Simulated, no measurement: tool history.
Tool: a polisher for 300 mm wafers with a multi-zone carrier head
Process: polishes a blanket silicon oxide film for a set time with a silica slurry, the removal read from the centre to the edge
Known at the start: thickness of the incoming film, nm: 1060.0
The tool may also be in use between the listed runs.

run,hour,flow of slurry (ml/min),pressure of the head's centre zone,pressure of the head's middle zone,pressure of the head's edge zone,abrasive content of the slurry,polishing time (s),film removed at the wafer's centre (Å),film removed at mid-radius (Å),film removed at the wafer's edge (Å)
1,0.0,135,1.00,1.00,1.00,1.00,52,1391.8,1317.8,1331.8
2,2.3,130,0.98,0.99,0.96,0.85,51,1202.2,1141.4,1129.5
3,8.9,120,0.95,0.98,0.93,0.80,51,1115.9,1073.4,1073.6
4,17.4,120,0.95,0.98,0.89,0.80,51,1092.3,1058.7,1027.6
5,20.6,120,0.95,0.98,0.95,0.80,51,1091.3,1086.3,1081.6
6,27.7,95,0.95,0.98,0.95,0.80,51,1035.3,1003.6,1031.1
7,31.4,95,0.94,0.98,0.92,0.80,51,1008.8,1010.2,1008.5

Run 8 comes next. What will it give?
8,38.5,95,0.93,0.98,0.90,0.80,51,?,?,?

{"run 8": {"film removed at the wafer's centre (Å)": 1012.4, "film removed at mid-radius (Å)": 1016.1, "film removed at the wafer's edge (Å)": 1016.6}}
